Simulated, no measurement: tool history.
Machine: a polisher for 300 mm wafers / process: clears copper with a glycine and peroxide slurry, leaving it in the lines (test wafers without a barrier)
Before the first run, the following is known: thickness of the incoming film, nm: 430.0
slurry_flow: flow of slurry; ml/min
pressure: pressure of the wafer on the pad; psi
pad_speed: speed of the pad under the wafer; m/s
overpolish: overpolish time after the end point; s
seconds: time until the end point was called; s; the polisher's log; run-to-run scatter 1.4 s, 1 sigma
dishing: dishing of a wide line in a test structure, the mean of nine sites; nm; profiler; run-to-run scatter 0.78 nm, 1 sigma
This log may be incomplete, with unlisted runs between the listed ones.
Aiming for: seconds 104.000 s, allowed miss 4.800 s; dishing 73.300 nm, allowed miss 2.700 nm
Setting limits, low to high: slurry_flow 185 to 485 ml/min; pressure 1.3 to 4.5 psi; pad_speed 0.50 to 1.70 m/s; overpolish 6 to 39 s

| run | hour | slurry_flow | pressure | pad_speed | overpolish | seconds | dishing |
|---|---|---|---|---|---|---|---|
| 1 | 0.0 | 310 | 2.9 | 1.10 | 20 | 70.542 | 82.273 |
| 2 | 4.0 | 310 | 3.2 | 1.10 | 20 | 62.234 | 87.877 |
| 3 | 12.6 | 270 | 3.2 | 1.10 | 20 | 63.749 | 88.221 |
| 4 | 14.0 | 195 | 3.2 | 1.10 | 20 | 69.185 | 81.596 |
| 5 | 21.6 | 195 | 2.9 | 1.10 | 21 | 73.964 | 79.926 |
| 6 | 27.9 | 195 | 2.9 | 1.10 | 12 | 77.109 | 51.547 |
| 7 | 36.6 | 195 | 2.7 | 1.08 | 15 | 79.142 | 57.643 |
| 8 | 42.5 | 195 | 2.5 | 1.04 | 18 | 88.792 | 59.769 |

Which of these 5 next moves meets every target?
| A | 48.4 | 225 | 2.6 | 0.72 | 26 | ? | ? |
| B | 48.4 | 195 | 2.5 | 0.96 | 22 | ? | ? |
| C | 48.4 | 200 | 2.3 | 0.88 | 23 | ? | ? |
| D | 48.4 | 230 | 2.9 | 1.12 | 17 | ? | ? |
| E | 48.4 | 200 | 2.5 | 0.80 | 23 | ? | ? |

| move | seconds | dishing |
|---|---|---|
| A | 102.040 | 72.079 |
| B | 90.992 | 68.420 |
| C | 102.090 | 64.469 |
| D | 70.120 | 68.969 |
| E | 101.330 | 65.329 |
A: all results in spec
B: an improvement on the last run, though not all results are within tolerance
C: an improvement on the last run, though not all results are within tolerance
D: further off than the last run
E: an improvement on the last run, though not all results are within tolerance
Go with A: it meets all targets.
